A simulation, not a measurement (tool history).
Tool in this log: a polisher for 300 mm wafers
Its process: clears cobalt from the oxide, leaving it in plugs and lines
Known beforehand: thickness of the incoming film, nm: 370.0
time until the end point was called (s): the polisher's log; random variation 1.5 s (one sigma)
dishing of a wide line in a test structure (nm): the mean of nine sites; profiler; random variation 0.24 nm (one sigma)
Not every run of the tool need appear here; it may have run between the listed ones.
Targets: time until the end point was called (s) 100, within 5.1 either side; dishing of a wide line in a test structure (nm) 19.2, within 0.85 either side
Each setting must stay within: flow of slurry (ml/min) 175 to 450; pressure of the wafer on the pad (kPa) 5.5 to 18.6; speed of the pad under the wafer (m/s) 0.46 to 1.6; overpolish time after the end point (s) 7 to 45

run,day,flow of slurry (ml/min),pressure of the wafer on the pad (kPa),speed of the pad under the wafer (m/s),overpolish time after the end point (s),time until the end point was called (s),dishing of a wide line in a test structure (nm)
1,0,290,11.7,1.02,23,95.593,30.93
2,0.267,285,11.7,1.02,21,95.094,29.625
3,0.35,275,11.7,1.02,20,96.648,29.11
4,0.654,265,11.7,1.02,19,98.27,29.188
5,0.708,255,11.7,1.02,18,97.835,28.863
6,1.054,255,11.7,1.16,18,86.688,29.687
7,1.192,245,12.4,1.08,17,85.019,29.036
8,1.271,240,13.1,1.02,16,86.499,28.595
9,1.388,235,13.8,0.96,15,87.619,28.655
10,1.467,235,13.8,0.96,15,87.852,28.654
11,1.662,230,13.1,1,14,87.131,27.722
12,1.896,225,12.4,1.04,13,90.639,26.782
13,2.233,220,11.7,1.08,12,93.395,25.371
14,2.488,215,11,1.14,11,93.869,25.034
15,2.746,210,10.3,1.18,11,95.741,24.667
16,3.075,175,6.9,1.46,7,119.08,17.541
17,3.3,180,6.9,1.46,7,119.71,17.527
18,3.396,185,6.9,1.46,7,119.29,17.77

Below are 4 possible settings for the next run. Only one of them brings all results inside the allowed miss of their targets. Which is it?
A,3.492,175,7.6,1.58,7,?,?
B,3.492,240,5.5,1.4,12,?,?
C,3.492,175,5.5,1.6,7,?,?
D,3.492,175,8.3,1.6,7,?,?

move,time until the end point was called (s),dishing of a wide line in a test structure (nm)
A,98.587,19.419
B,146.48,21.183
C,131.64,16.133
D,89.604,20.525
A: each result inside its tolerance
B: misses by more than the last run did
C: misses by more than the last run did
D: the result that was furthest off in the last run now lies on the other side of its target
Move A is the one to make.
